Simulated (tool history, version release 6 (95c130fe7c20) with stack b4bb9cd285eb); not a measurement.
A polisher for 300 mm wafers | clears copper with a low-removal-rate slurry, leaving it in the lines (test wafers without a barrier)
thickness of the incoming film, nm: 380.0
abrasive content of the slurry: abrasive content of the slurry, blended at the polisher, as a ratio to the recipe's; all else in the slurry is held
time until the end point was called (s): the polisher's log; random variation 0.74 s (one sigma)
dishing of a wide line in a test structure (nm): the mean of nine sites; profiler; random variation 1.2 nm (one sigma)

run	hour	flow of slurry (ml/min)	pressure of the wafer on the pad (psi)	speed of the pad under the wafer (m/s)	abrasive content of the slurry	overpolish time after the end point (s)	time until the end point was called (s)	dishing of a wide line in a test structure (nm)
1	0	155	4.1	0.94	1	12	87.447	35.635
2	7.6	155	4.4	0.94	1	12	82.481	37.104
3	12.8	190	4.4	0.94	1	12	79.002	38.691
4	15.4	190	4.6	0.94	1	12	76.724	40.851
5	23.7	190	4.6	0.86	1	12	81.873	37.991
6	24.6	190	4.9	0.86	1	12	78.268	40.102
7	31.8	190	5.1	0.86	1	12	76.988	42.539
8	37	195	5.3	0.86	1	12	71.755	42.695

Forecast run 9:
9	43	195	5.5	0.86	1	12	?	?

time until the end point was called (s): 71.499
dishing of a wide line in a test structure (nm): 44.585
